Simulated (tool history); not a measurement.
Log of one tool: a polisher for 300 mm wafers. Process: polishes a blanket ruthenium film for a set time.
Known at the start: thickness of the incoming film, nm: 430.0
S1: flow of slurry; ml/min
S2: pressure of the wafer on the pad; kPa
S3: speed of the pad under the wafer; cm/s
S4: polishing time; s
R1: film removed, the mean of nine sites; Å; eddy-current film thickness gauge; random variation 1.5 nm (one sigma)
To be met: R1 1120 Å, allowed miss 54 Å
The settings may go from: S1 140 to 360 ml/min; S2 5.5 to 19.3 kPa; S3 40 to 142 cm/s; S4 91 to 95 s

Run 1, day 0: S1 230 ml/min, S2 12.4 kPa, S3 90 cm/s, S4 91 s. Result: R1 700.76 Å.
Run 2, day 0.317: S1 230 ml/min, S2 13.8 kPa, S3 92 cm/s, S4 91 s. Result: R1 788.22 Å.
Run 3, day 0.4: S1 230 ml/min, S2 13.8 kPa, S3 110 cm/s, S4 91 s. Result: R1 932.94 Å.
Run 4, day 0.679: S1 230 ml/min, S2 13.8 kPa, S3 102 cm/s, S4 91 s. Result: R1 867.85 Å.
Run 5, day 0.783: S1 230 ml/min, S2 15.9 kPa, S3 102 cm/s, S4 91 s. Result: R1 976.57 Å.
Run 6, day 0.9: S1 185 ml/min, S2 15.9 kPa, S3 102 cm/s, S4 91 s. Result: R1 955.16 Å.
Run 7, day 1.117: S1 185 ml/min, S2 16.5 kPa, S3 102 cm/s, S4 91 s. Result: R1 1007.9 Å.
Run 8, day 1.304: S1 185 ml/min, S2 17.2 kPa, S3 102 cm/s, S4 91 s. Result: R1 1043.6 Å.

Which of these 4 next moves meets every target?
Run A, day 1.492: S1 190 ml/min, S2 17.2 kPa, S3 100 cm/s, S4 91 s. Result: R1 ?.
Run B, day 1.492: S1 140 ml/min, S2 17.2 kPa, S3 102 cm/s, S4 92 s. Result: R1 ?.
Run C, day 1.492: S1 200 ml/min, S2 16.5 kPa, S3 110 cm/s, S4 92 s. Result: R1 ?.
Run D, day 1.492: S1 185 ml/min, S2 17.2 kPa, S3 86 cm/s, S4 92 s. Result: R1 ?.

move      R1
   A  1025.7
   B    1004
   C  1101.2
   D  892.24
A: further off than the last run
B: further off than the last run
C: meets every target
D: further off than the last run
Answer: C
